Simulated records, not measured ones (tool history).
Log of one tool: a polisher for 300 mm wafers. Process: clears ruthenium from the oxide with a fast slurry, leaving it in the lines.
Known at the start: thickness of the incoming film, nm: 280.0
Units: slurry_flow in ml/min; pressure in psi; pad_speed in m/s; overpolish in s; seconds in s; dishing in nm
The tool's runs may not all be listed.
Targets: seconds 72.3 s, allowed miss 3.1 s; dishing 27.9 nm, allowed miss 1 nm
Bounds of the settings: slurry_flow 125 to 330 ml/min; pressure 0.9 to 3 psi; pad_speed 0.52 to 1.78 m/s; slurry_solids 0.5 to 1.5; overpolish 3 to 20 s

| run | hour | slurry_flow | pressure | pad_speed | slurry_solids | overpolish | seconds | dishing |
|---|---|---|---|---|---|---|---|---|
| 1 | 0 | 210 | 1.9 | 1.14 | 1 | 10 | 99.881 | 22.207 |
| 2 | 4.5 | 215 | 2 | 1.14 | 1 | 10 | 94.511 | 22.803 |
| 3 | 12 | 215 | 2 | 1.14 | 1 | 14 | 91.575 | 29.17 |
| 4 | 16.8 | 215 | 2.4 | 1.14 | 1 | 14 | 78.582 | 32.804 |
| 5 | 17.6 | 215 | 1.9 | 1.14 | 1 | 14 | 99.732 | 28.425 |
| 6 | 18.7 | 215 | 1.9 | 0.96 | 1 | 14 | 116.12 | 25.401 |
| 7 | 22.5 | 220 | 2.1 | 0.96 | 1 | 13 | 104.87 | 25.399 |
| 8 | 28.2 | 225 | 2.3 | 0.96 | 1 | 12 | 95.021 | 26.021 |
| 9 | 30.3 | 235 | 2.4 | 0.96 | 1 | 12 | 90.477 | 27.226 |
| 10 | 36.2 | 245 | 2.5 | 0.96 | 1 | 11 | 87.936 | 25.781 |
| 11 | 41.6 | 245 | 2.6 | 0.96 | 1 | 11 | 82.738 | 27.172 |

5 next moves are on the table. One of them brings every result within its allowed miss. Which?
| A | 47 | 325 | 2.6 | 1.26 | 0.9 | 9 | ? | ? |
| B | 47 | 190 | 2.3 | 0.98 | 0.95 | 13 | ? | ? |
| C | 47 | 230 | 3 | 0.9 | 1.2 | 10 | ? | ? |
| D | 47 | 315 | 2.7 | 0.9 | 1.5 | 9 | ? | ? |
| E | 47 | 245 | 2.9 | 1.04 | 0.9 | 9 | ? | ? |

| move | seconds | dishing |
|---|---|---|
| A | 62.491 | 27.968 |
| B | 96.61 | 26.604 |
| C | 71.315 | 27.427 |
| D | 69.7 | 25.795 |
| E | 70.591 | 25.549 |
A: takes the result that was furthest off past its target
B: further off than the last run
C: meets every target
D: brings the result that was furthest off to its target, and leaves another outside
E: brings the result that was furthest off to its target, and leaves another outside
The right move is C.
